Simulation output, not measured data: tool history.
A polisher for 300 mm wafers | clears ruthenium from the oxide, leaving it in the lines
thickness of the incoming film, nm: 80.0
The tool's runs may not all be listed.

run,hour,flow of slurry (ml/min),pressure of the wafer on the pad (kPa),speed of the pad under the wafer (cm/s),overpolish time after the end point (s),time until the end point was called (s)
1,0,145,10.3,94,42,77.731
2,1,150,11,94,42,74.401
3,5.9,150,11.7,94,42,71.103
4,11.9,150,12.4,94,42,68.694
5,12.9,155,13.1,94,42,65.821
6,14,185,13.1,94,42,63.403

Predict the results of run 7:
7,19.5,190,13.8,94,42,?

Run 7 gave time until the end point was called (s) 60.666.
